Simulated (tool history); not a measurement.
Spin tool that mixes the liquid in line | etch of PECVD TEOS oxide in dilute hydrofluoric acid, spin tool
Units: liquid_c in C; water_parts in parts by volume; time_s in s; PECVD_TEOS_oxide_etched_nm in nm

Run 1, hour 0: liquid_c 21 C, water_parts 70 parts by volume, time_s 60 s. Result: PECVD_TEOS_oxide_etched_nm 12.006 nm.
Run 2, hour 5.2: liquid_c 21 C, water_parts 55 parts by volume, time_s 60 s. Result: PECVD_TEOS_oxide_etched_nm 15.658 nm.
Run 3, hour 9.3: liquid_c 18.5 C, water_parts 55 parts by volume, time_s 60 s. Result: PECVD_TEOS_oxide_etched_nm 14.015 nm.
Run 4, hour 13.3: liquid_c 18.5 C, water_parts 55 parts by volume, time_s 60 s. Result: PECVD_TEOS_oxide_etched_nm 13.957 nm.
Run 5, hour 19.1: liquid_c 21.5 C, water_parts 55 parts by volume, time_s 60 s. Result: PECVD_TEOS_oxide_etched_nm 16.066 nm.
Run 6, hour 25.9: liquid_c 22.5 C, water_parts 55 parts by volume, time_s 60 s. Result: PECVD_TEOS_oxide_etched_nm 16.719 nm.
Run 7, hour 27: liquid_c 23.5 C, water_parts 55 parts by volume, time_s 60 s. Result: PECVD_TEOS_oxide_etched_nm 17.301 nm.
Run 8, hour 27.9: liquid_c 24.5 C, water_parts 55 parts by volume, time_s 60 s. Result: PECVD_TEOS_oxide_etched_nm 18.215 nm.
Run 9, hour 28.8: liquid_c 25 C, water_parts 55 parts by volume, time_s 60 s. Result: PECVD_TEOS_oxide_etched_nm 18.056 nm.

Forecast run 10:
Run 10, hour 35.1: liquid_c 25.5 C, water_parts 55 parts by volume, time_s 60 s. Result: PECVD_TEOS_oxide_etched_nm ?.

{"run 10": {"PECVD_TEOS_oxide_etched_nm": 18.669}}

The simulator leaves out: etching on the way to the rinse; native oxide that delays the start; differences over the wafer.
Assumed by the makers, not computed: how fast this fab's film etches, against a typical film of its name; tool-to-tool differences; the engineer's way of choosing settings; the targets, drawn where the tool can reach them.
